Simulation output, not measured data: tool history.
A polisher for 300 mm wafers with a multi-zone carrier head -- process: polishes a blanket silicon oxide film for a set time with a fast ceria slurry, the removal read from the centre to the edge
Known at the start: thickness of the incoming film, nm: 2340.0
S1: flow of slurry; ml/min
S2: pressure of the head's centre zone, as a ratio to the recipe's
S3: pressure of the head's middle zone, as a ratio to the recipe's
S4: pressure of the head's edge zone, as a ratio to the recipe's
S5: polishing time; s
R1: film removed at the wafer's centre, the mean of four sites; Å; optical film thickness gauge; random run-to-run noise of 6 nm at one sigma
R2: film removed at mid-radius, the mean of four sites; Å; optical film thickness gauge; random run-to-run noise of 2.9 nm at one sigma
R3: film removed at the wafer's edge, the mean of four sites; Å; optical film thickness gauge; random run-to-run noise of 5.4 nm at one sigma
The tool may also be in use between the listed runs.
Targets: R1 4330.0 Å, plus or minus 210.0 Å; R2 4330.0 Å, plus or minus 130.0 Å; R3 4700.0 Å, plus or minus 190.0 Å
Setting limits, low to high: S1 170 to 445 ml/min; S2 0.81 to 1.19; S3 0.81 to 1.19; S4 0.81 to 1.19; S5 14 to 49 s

{"run": 1, "hour": 0.0, "S1": 285, "S2": 1.0, "S3": 1.0, "S4": 1.0, "S5": 31, "R1": 7509.3, "R2": 7300.5, "R3": 7063.7}
{"run": 2, "hour": 6.0, "S1": 285, "S2": 0.97, "S3": 1.0, "S4": 1.0, "S5": 31, "R1": 7458.0, "R2": 7233.3, "R3": 7244.9}
{"run": 3, "hour": 9.3, "S1": 275, "S2": 0.93, "S3": 0.99, "S4": 0.98, "S5": 26, "R1": 5895.9, "R2": 5911.5, "R3": 5991.4}
{"run": 4, "hour": 13.2, "S1": 275, "S2": 0.93, "S3": 0.92, "S4": 0.98, "S5": 26, "R1": 5858.3, "R2": 5563.4, "R3": 5933.1}
{"run": 5, "hour": 21.0, "S1": 275, "S2": 0.93, "S3": 0.92, "S4": 0.98, "S5": 23, "R1": 5252.0, "R2": 4907.3, "R3": 5277.6}
{"run": 6, "hour": 22.3, "S1": 270, "S2": 0.89, "S3": 0.91, "S4": 0.94, "S5": 22, "R1": 4752.5, "R2": 4686.9, "R3": 4897.1}
{"run": 7, "hour": 24.7, "S1": 260, "S2": 0.87, "S3": 0.89, "S4": 0.93, "S5": 22, "R1": 4510.3, "R2": 4581.1, "R3": 4852.2}
{"run": 8, "hour": 31.9, "S1": 250, "S2": 0.87, "S3": 0.88, "S4": 0.92, "S5": 22, "R1": 4725.6, "R2": 4555.1, "R3": 4859.6}
{"run": 9, "hour": 36.5, "S1": 250, "S2": 0.85, "S3": 0.87, "S4": 0.92, "S5": 22, "R1": 4600.8, "R2": 4497.1, "R3": 4868.5}
{"run": 10, "hour": 41.8, "S1": 235, "S2": 0.81, "S3": 0.85, "S4": 0.88, "S5": 21, "R1": 4049.8, "R2": 4220.5, "R3": 4469.4}
{"run": 11, "hour": 47.2, "S1": 240, "S2": 0.82, "S3": 0.85, "S4": 0.9, "S5": 21, "R1": 4235.1, "R2": 4218.4, "R3": 4520.0}

Consider the 5 candidate settings below. Which is the only one whose results all fall within their allowed miss of target?
{"run": "A", "hour": 52.6, "S1": 245, "S2": 0.81, "S3": 0.95, "S4": 0.89, "S5": 20, "R1": "?", "R2": "?", "R3": "?"}
{"run": "B", "hour": 52.6, "S1": 250, "S2": 0.91, "S3": 0.88, "S4": 0.88, "S5": 20, "R1": "?", "R2": "?", "R3": "?"}
{"run": "C", "hour": 52.6, "S1": 200, "S2": 0.83, "S3": 0.86, "S4": 0.88, "S5": 22, "R1": "?", "R2": "?", "R3": "?"}
{"run": "D", "hour": 52.6, "S1": 195, "S2": 0.94, "S3": 0.99, "S4": 0.84, "S5": 20, "R1": "?", "R2": "?", "R3": "?"}
{"run": "E", "hour": 52.6, "S1": 290, "S2": 0.82, "S3": 0.81, "S4": 0.91, "S5": 20, "R1": "?", "R2": "?", "R3": "?"}

move=A R1=3996.0 R2=4347.2 R3=4372.1
move=B R1=4451.8 R2=4087.9 R3=4362.4
move=C R1=4338.7 R2=4268.3 R3=4681.8
move=D R1=4398.8 R2=4341.7 R3=4147.3
move=E R1=4129.1 R2=3889.3 R3=4494.0
A: moves away from the targets compared with the last run
B: moves away from the targets compared with the last run
C: every result lands within tolerance
D: moves away from the targets compared with the last run
E: moves away from the targets compared with the last run
Move C is the one to make.
